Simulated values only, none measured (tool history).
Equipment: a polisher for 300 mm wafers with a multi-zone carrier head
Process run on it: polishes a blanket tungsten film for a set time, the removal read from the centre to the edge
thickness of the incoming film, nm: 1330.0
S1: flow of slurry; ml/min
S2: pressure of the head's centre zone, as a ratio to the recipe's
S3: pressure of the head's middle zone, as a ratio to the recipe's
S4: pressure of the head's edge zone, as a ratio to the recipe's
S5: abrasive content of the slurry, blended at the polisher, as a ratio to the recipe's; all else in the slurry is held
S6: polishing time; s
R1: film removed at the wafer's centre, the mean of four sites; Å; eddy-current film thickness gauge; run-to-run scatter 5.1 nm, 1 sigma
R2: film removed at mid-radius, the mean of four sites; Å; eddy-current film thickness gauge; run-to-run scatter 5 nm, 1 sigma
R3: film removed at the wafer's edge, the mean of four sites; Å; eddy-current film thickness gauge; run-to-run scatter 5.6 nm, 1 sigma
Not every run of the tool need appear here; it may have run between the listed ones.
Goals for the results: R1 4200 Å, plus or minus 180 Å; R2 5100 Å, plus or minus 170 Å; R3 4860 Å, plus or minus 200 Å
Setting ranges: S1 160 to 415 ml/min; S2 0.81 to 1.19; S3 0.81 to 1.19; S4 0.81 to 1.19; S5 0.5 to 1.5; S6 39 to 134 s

run 1 hour=0 | S1=265 S2=1 S3=1 S4=1 S5=1 S6=86 | R1=3575.9 R2=3593.2 R3=3649.2
run 2 hour=4.4 | S1=265 S2=1.07 S3=1 S4=1 S5=1 S6=86 | R1=3833.1 R2=3562.1 R3=3561.7
run 3 hour=12.8 | S1=265 S2=1.07 S3=1.05 S4=1 S5=1 S6=86 | R1=3883.9 R2=3715.1 R3=3664.3
run 4 hour=14.8 | S1=270 S2=1.05 S3=1.07 S4=1.01 S5=1.05 S6=87 | R1=3907.3 R2=3948.3 R3=3700.4
run 5 hour=21.1 | S1=270 S2=1.05 S3=1.07 S4=0.97 S5=1.05 S6=87 | R1=3864 R2=3910.4 R3=3596
run 6 hour=24.2 | S1=270 S2=1.05 S3=1.07 S4=0.97 S5=0.85 S6=87 | R1=3737 R2=3729.2 R3=3499.9
run 7 hour=28.7 | S1=270 S2=0.95 S3=1.11 S4=1.07 S5=1.1 S6=103 | R1=4111.5 R2=4852.4 R3=4578.8
run 8 hour=31.2 | S1=270 S2=0.95 S3=1.11 S4=1.08 S5=1.1 S6=103 | R1=4117 R2=4865.6 R3=4468.9
run 9 hour=33.9 | S1=270 S2=0.95 S3=1.11 S4=1.08 S5=1.15 S6=103 | R1=4188 R2=4806.5 R3=4683.2

Consider the 5 candidate settings below. Which is the only one whose results all fall within their allowed miss of target?
run A hour=36.6 | S1=275 S2=0.96 S3=1 S4=1.19 S5=1.3 S6=101 | R1=? R2=? R3=?
run B hour=36.6 | S1=320 S2=0.96 S3=1.02 S4=1.08 S5=1.1 S6=103 | R1=? R2=? R3=?
run C hour=36.6 | S1=310 S2=0.99 S3=1.13 S4=1.03 S5=1.45 S6=91 | R1=? R2=? R3=?
run D hour=36.6 | S1=225 S2=0.94 S3=1.16 S4=1.16 S5=1 S6=110 | R1=? R2=? R3=?
run E hour=36.6 | S1=235 S2=0.98 S3=0.96 S4=1.11 S5=1.05 S6=107 | R1=? R2=? R3=?

move=A R1=4316.4 R2=4415.4 R3=4909.7
move=B R1=4338.1 R2=4502.9 R3=4667.5
move=C R1=4177.2 R2=4585.3 R3=4254.9
move=D R1=4233.9 R2=5033.5 R3=4891.4
move=E R1=4361.8 R2=4234.5 R3=4734.3
A: further off than the last run
B: further off than the last run
C: further off than the last run
D: all results land within tolerance of their targets
E: further off than the last run
Answer: D

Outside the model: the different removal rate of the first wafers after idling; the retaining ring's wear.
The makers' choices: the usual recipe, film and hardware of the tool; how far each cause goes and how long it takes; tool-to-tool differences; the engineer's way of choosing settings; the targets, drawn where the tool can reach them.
